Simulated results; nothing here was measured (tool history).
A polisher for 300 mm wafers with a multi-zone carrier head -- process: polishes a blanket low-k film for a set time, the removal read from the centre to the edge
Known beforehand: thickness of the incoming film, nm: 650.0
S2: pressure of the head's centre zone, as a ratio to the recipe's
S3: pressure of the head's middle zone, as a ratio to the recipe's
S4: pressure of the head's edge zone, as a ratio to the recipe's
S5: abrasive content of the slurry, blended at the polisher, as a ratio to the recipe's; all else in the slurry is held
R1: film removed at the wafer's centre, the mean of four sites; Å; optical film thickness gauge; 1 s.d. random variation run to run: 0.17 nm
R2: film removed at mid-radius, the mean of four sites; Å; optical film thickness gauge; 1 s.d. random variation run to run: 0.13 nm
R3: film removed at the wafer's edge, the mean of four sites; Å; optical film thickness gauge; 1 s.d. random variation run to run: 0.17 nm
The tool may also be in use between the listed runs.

run 1 hour=0.0 | flow_of_slurry_(ml/min)=230 S2=1.00 S3=1.00 S4=1.00 S5=1.00 polishing_time_(s)=41 | R1=261.99 R2=255.31 R3=255.22
run 2 hour=5.9 | flow_of_slurry_(ml/min)=280 S2=1.00 S3=1.00 S4=1.00 S5=1.00 polishing_time_(s)=41 | R1=263.70 R2=264.10 R3=262.09
run 3 hour=8.4 | flow_of_slurry_(ml/min)=265 S2=0.99 S3=0.95 S4=0.96 S5=0.85 polishing_time_(s)=37 | R1=219.48 R2=215.30 R3=217.67
run 4 hour=15.6 | flow_of_slurry_(ml/min)=250 S2=1.00 S3=0.91 S4=0.93 S5=0.75 polishing_time_(s)=34 | R1=190.79 R2=182.57 R3=185.86
run 5 hour=19.4 | flow_of_slurry_(ml/min)=250 S2=1.00 S3=0.84 S4=0.93 S5=0.75 polishing_time_(s)=34 | R1=189.20 R2=170.10 R3=186.67
run 6 hour=23.5 | flow_of_slurry_(ml/min)=250 S2=1.00 S3=0.84 S4=0.93 S5=0.65 polishing_time_(s)=34 | R1=176.71 R2=161.31 R3=171.00
run 7 hour=25.8 | flow_of_slurry_(ml/min)=240 S2=1.01 S3=0.83 S4=0.93 S5=0.60 polishing_time_(s)=33 | R1=168.89 R2=149.06 R3=157.60
run 8 hour=28.2 | flow_of_slurry_(ml/min)=175 S2=0.97 S3=0.81 S4=0.93 S5=0.50 polishing_time_(s)=31 | R1=128.29 R2=120.78 R3=132.47
run 9 hour=29.8 | flow_of_slurry_(ml/min)=190 S2=0.98 S3=0.81 S4=0.93 S5=0.50 polishing_time_(s)=31 | R1=131.71 R2=121.76 R3=133.04
run 10 hour=30.8 | flow_of_slurry_(ml/min)=200 S2=0.99 S3=0.81 S4=0.93 S5=0.50 polishing_time_(s)=31 | R1=135.33 R2=121.77 R3=131.75

Run 11 is up next; what results do you expect?
run 11 hour=36.3 | flow_of_slurry_(ml/min)=210 S2=0.99 S3=0.81 S4=0.93 S5=0.50 polishing_time_(s)=31 | R1=? R2=? R3=?

Logged for run 11: R1 137.96 Å, R2 125.79 Å, R3 135.96 Å.
